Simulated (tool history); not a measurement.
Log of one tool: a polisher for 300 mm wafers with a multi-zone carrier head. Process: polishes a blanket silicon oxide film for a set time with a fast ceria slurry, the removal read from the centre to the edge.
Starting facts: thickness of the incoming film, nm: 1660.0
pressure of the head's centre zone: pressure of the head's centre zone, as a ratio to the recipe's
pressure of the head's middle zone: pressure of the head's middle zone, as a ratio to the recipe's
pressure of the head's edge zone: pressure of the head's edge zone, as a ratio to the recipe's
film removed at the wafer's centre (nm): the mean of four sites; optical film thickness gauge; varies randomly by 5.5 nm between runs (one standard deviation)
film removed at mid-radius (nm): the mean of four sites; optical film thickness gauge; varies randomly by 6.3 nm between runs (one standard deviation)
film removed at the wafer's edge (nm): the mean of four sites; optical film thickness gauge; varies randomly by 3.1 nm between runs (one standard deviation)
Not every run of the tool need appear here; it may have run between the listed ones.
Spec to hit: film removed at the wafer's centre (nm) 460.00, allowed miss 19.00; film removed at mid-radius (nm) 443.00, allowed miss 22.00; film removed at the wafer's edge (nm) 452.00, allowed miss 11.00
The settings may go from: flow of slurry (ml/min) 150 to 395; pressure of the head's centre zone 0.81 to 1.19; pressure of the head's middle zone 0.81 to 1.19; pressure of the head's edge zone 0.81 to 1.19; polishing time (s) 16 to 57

run,hour,flow of slurry (ml/min),pressure of the head's centre zone,pressure of the head's middle zone,pressure of the head's edge zone,polishing time (s),film removed at the wafer's centre (nm),film removed at mid-radius (nm),film removed at the wafer's edge (nm)
1,0.0,250,1.00,1.00,1.00,36,617.63,614.32,611.61
2,6.5,250,1.00,1.00,1.00,43,753.77,732.53,728.28
3,11.9,195,1.00,1.00,1.00,43,723.62,691.61,708.32
4,16.4,195,1.00,0.96,1.00,43,723.52,675.53,711.85
5,23.5,195,1.00,1.00,1.00,43,729.04,705.98,709.35
6,29.0,195,1.00,1.06,1.00,43,719.27,744.86,707.37
7,37.2,180,0.93,0.96,0.90,33,520.92,523.28,514.82
8,41.5,175,0.92,0.94,0.89,32,494.67,494.00,496.03
9,47.1,170,0.92,0.93,0.88,31,465.85,475.92,474.90

Exercise: of the 5 proposed moves below, exactly one satisfies all targets within the stated allowed misses. Which move is it?
A,52.7,155,0.99,0.96,0.81,29,?,?,?
B,52.7,150,0.81,0.94,0.90,30,?,?,?
C,52.7,195,0.89,0.86,0.93,30,?,?,?
D,52.7,155,0.81,0.88,0.90,31,?,?,?
E,52.7,225,0.95,0.92,0.91,28,?,?,?

move,film removed at the wafer's centre (nm),film removed at mid-radius (nm),film removed at the wafer's edge (nm)
A,454.15,436.98,423.45
B,406.61,441.37,457.09
C,457.06,430.09,481.10
D,423.26,434.70,475.02
E,456.95,433.40,451.14
A: moves the result that the last run missed by most past its target, out the other side
B: brings the last run's worst result on target, with another outside its allowed miss
C: moves away from the targets compared with the last run
D: neither nearer nor further off than the last run
E: every result lands within tolerance
Move E is the one to make.
